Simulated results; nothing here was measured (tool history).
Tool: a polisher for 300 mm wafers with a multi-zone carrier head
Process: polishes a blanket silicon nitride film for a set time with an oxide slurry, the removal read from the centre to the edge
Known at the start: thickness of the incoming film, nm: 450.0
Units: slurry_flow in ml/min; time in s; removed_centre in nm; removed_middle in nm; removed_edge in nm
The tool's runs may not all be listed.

run  hour  slurry_flow  centre_zone  middle_zone  edge_zone  slurry_solids  time  removed_centre  removed_middle  removed_edge
  1     0          185            1            1          1              1    71          51.175          46.332        46.589
  2   8.8          175         0.97         1.02       1.01           0.95    69          45.901          43.811        43.969
  3  17.7          170         0.95         1.04       1.01            0.9    68          42.574          42.713        41.914
  4  18.6          170         0.95         1.04       0.97            0.9    68          43.599          42.724        40.651
  5    23          170         0.87         1.04       0.97            0.9    68          39.097          41.855        40.942
  6  25.1          140         0.87         1.04       0.97            0.9    68          38.048           41.17        39.638
  7  28.1          135         0.86         1.05       0.98           0.85    67          35.054          39.318        37.717

Run 8 comes next. What will it give?
     35.6  -- centre zone pressure recalibrated
  8  35.6          130         0.85         1.06       0.99            0.8    66               ?               ?             ?

removed_centre: 29.301 nm
removed_middle: 36.92 nm
removed_edge: 35.111 nm
